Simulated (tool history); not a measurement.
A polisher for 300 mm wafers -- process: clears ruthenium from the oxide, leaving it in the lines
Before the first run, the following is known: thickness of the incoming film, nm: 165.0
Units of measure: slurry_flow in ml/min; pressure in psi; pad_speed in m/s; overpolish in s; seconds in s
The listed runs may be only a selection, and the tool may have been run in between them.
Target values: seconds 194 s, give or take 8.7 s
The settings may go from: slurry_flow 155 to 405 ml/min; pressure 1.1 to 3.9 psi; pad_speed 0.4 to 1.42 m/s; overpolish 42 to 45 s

run 1 hour=0 | slurry_flow=260 pressure=2.5 pad_speed=0.9 overpolish=42 | seconds=129.5
run 2 hour=5.6 | slurry_flow=210 pressure=2.5 pad_speed=0.9 overpolish=42 | seconds=132.82
run 3 hour=11.5 | slurry_flow=210 pressure=2.3 pad_speed=0.9 overpolish=42 | seconds=142.43
run 4 hour=15.2 | slurry_flow=265 pressure=2.3 pad_speed=0.9 overpolish=42 | seconds=142.57
run 5 hour=18.2 | slurry_flow=265 pressure=2.3 pad_speed=0.9 overpolish=45 | seconds=138.04
run 6 hour=19.3 | slurry_flow=265 pressure=2.6 pad_speed=0.9 overpolish=45 | seconds=121.61
run 7 hour=27.3 | slurry_flow=265 pressure=2.3 pad_speed=0.9 overpolish=45 | seconds=144.7
run 8 hour=29.5 | slurry_flow=265 pressure=2.1 pad_speed=0.9 overpolish=45 | seconds=156.65
run 9 hour=33.9 | slurry_flow=265 pressure=2 pad_speed=0.9 overpolish=45 | seconds=161.89
run 10 hour=41.1 | slurry_flow=265 pressure=1.9 pad_speed=0.9 overpolish=45 | seconds=167.65
run 11 hour=43.8 | slurry_flow=265 pressure=1.5 pad_speed=0.88 overpolish=45 | seconds=220.46
run 12 hour=48.3 | slurry_flow=265 pressure=1.6 pad_speed=0.88 overpolish=45 | seconds=204.87

5 candidate next runs follow, results not yet known. Just one meets every target within its allowed miss. Identify it.
run A hour=52.8 | slurry_flow=270 pressure=1.6 pad_speed=1.04 overpolish=45 | seconds=?
run B hour=52.8 | slurry_flow=245 pressure=1.8 pad_speed=0.84 overpolish=45 | seconds=?
run C hour=52.8 | slurry_flow=250 pressure=1.5 pad_speed=0.84 overpolish=45 | seconds=?
run D hour=52.8 | slurry_flow=285 pressure=2.1 pad_speed=0.82 overpolish=45 | seconds=?
run E hour=52.8 | slurry_flow=250 pressure=1.7 pad_speed=1 overpolish=45 | seconds=?

move=A seconds=173.19
move=B seconds=191.79
move=C seconds=227.92
move=D seconds=167.37
move=E seconds=170.79
A: pushes the last run's worst result past its target
B: in spec on every target
C: its largest miss is bigger than the last run's
D: pushes the last run's worst result past its target
E: pushes the last run's worst result past its target
Correct choice: B, which meets every target

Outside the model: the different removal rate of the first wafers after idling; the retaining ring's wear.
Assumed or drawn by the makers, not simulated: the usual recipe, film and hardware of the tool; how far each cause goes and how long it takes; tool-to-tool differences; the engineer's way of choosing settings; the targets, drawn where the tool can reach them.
